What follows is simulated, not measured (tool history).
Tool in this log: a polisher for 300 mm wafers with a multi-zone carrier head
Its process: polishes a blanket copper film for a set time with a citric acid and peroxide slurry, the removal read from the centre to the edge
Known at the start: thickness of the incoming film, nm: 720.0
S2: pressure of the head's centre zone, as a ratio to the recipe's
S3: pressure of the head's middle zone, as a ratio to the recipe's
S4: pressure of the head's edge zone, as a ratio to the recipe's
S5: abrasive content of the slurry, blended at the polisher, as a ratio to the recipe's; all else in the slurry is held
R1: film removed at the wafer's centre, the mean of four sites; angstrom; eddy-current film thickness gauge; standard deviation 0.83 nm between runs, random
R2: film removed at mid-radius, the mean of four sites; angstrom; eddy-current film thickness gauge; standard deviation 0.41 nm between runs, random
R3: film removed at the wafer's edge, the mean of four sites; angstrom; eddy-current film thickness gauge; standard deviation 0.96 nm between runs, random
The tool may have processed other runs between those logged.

run 1 hour=0 | flow_of_slurry_(ml/min)=250 S2=1 S3=1 S4=1 S5=1 polishing_time_(s)=59 | R1=972.68 R2=990.68 R3=957.92
run 2 hour=5.6 | flow_of_slurry_(ml/min)=250 S2=1 S3=1.08 S4=1 S5=1 polishing_time_(s)=59 | R1=968.76 R2=1041.6 R3=949.94
run 3 hour=13.3 | flow_of_slurry_(ml/min)=245 S2=0.98 S3=1.05 S4=0.99 S5=0.95 polishing_time_(s)=57 | R1=901.71 R2=976.63 R3=901.97
run 4 hour=20 | flow_of_slurry_(ml/min)=240 S2=0.96 S3=1.02 S4=0.98 S5=0.9 polishing_time_(s)=56 | R1=855.5 R2=911.13 R3=873.18
run 5 hour=24.6 | flow_of_slurry_(ml/min)=235 S2=0.94 S3=1.01 S4=0.96 S5=0.85 polishing_time_(s)=55 | R1=795.99 R2=869.82 R3=819.89
run 6 hour=33.1 | flow_of_slurry_(ml/min)=235 S2=0.94 S3=1.01 S4=0.96 S5=0.85 polishing_time_(s)=69 | R1=1010.8 R2=1092.9 R3=1022.3
run 7 hour=33.7 | flow_of_slurry_(ml/min)=235 S2=0.94 S3=1.01 S4=0.96 S5=0.85 polishing_time_(s)=69 | R1=999.34 R2=1093.5 R3=1050.4
run 8 hour=41 | flow_of_slurry_(ml/min)=230 S2=0.92 S3=0.99 S4=0.94 S5=0.8 polishing_time_(s)=67 | R1=927.38 R2=1013.2 R3=977.11
run 9 hour=41.8 | flow_of_slurry_(ml/min)=225 S2=0.91 S3=0.97 S4=0.92 S5=0.75 polishing_time_(s)=65 | R1=866.44 R2=961.93 R3=924.1
run 10 hour=43.1 | flow_of_slurry_(ml/min)=220 S2=0.9 S3=0.95 S4=0.91 S5=0.7 polishing_time_(s)=63 | R1=811.92 R2=877.67 R3=880.63
run 11 hour=48.9 | flow_of_slurry_(ml/min)=220 S2=0.89 S3=0.94 S4=0.9 S5=0.65 polishing_time_(s)=62 | R1=776.23 R2=846.31 R3=825.27
run 12 hour=50.3 | flow_of_slurry_(ml/min)=220 S2=0.88 S3=0.93 S4=0.89 S5=0.65 polishing_time_(s)=61 | R1=763.58 R2=822.58 R3=812.18
run 13 hour=54.6 | flow_of_slurry_(ml/min)=215 S2=0.87 S3=0.92 S4=0.88 S5=0.65 polishing_time_(s)=60 | R1=752.42 R2=795.33 R3=785.01
run 14 hour=59 | flow_of_slurry_(ml/min)=210 S2=0.86 S3=0.92 S4=0.88 S5=0.65 polishing_time_(s)=59 | R1=707.46 R2=778.21 R3=781.5
run 15 hour=61.7 | flow_of_slurry_(ml/min)=220 S2=0.83 S3=0.87 S4=0.81 S5=0.5 polishing_time_(s)=53 | R1=566.35 R2=614.79 R3=612.35
run 16 hour=66.3 | flow_of_slurry_(ml/min)=220 S2=0.83 S3=0.88 S4=0.83 S5=0.5 polishing_time_(s)=53 | R1=554.34 R2=624.12 R3=624.79

What will run 17 give?
run 17 hour=72.3 | flow_of_slurry_(ml/min)=220 S2=0.84 S3=0.89 S4=0.84 S5=0.5 polishing_time_(s)=53 | R1=? R2=? R3=?

{"run 17": {"R1": 565.86, "R2": 627.73, "R3": 601.94}}

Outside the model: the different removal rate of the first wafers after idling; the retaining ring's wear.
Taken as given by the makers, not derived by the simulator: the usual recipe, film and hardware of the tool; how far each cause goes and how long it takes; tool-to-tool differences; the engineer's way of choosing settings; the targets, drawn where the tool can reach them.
